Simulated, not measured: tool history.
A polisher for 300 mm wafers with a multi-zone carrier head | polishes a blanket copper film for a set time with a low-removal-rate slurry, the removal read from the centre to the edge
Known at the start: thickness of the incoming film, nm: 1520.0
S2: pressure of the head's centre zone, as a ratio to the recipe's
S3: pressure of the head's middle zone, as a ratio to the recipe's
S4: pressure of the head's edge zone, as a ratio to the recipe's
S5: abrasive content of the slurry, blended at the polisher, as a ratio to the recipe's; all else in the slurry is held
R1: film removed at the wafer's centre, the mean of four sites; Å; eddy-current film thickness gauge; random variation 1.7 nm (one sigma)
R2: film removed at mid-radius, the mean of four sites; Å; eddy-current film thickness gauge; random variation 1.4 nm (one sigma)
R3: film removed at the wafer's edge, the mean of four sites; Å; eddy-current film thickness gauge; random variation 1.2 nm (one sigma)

run 1 hour=0.0 | flow_of_slurry_(ml/min)=305 S2=1.00 S3=1.00 S4=1.00 S5=1.00 polishing_time_(s)=63 | R1=2216.4 R2=2205.7 R3=2213.9
run 2 hour=5.7 | flow_of_slurry_(ml/min)=305 S2=1.08 S3=1.00 S4=1.00 S5=1.00 polishing_time_(s)=63 | R1=2394.4 R2=2185.4 R3=2210.6
run 3 hour=14.7 | flow_of_slurry_(ml/min)=305 S2=1.08 S3=1.00 S4=1.00 S5=1.00 polishing_time_(s)=77 | R1=2911.2 R2=2716.3 R3=2716.6
run 4 hour=17.2 | flow_of_slurry_(ml/min)=305 S2=1.08 S3=0.95 S4=1.00 S5=1.00 polishing_time_(s)=77 | R1=2894.4 R2=2578.3 R3=2708.7
run 5 hour=25.5 | flow_of_slurry_(ml/min)=305 S2=1.08 S3=0.95 S4=1.00 S5=0.85 polishing_time_(s)=77 | R1=2725.3 R2=2501.2 R3=2639.2
run 6 hour=33.1 | flow_of_slurry_(ml/min)=305 S2=1.06 S3=0.97 S4=0.95 S5=0.75 polishing_time_(s)=64 | R1=2269.9 R2=2093.4 R3=2083.4
run 7 hour=41.2 | flow_of_slurry_(ml/min)=300 S2=1.01 S3=0.97 S4=0.92 S5=0.65 polishing_time_(s)=55 | R1=1787.4 R2=1735.9 R3=1716.9
run 8 hour=48.6 | flow_of_slurry_(ml/min)=300 S2=0.99 S3=0.97 S4=0.89 S5=0.60 polishing_time_(s)=51 | R1=1590.6 R2=1589.5 R3=1547.6

The next listed run, before its measurement:
run 9 hour=56.2 | flow_of_slurry_(ml/min)=300 S2=0.98 S3=0.97 S4=0.87 S5=0.55 polishing_time_(s)=49 | R1=? R2=? R3=?

R1: 1474.7 Å
R2: 1534.6 Å
R3: 1420.5 Å
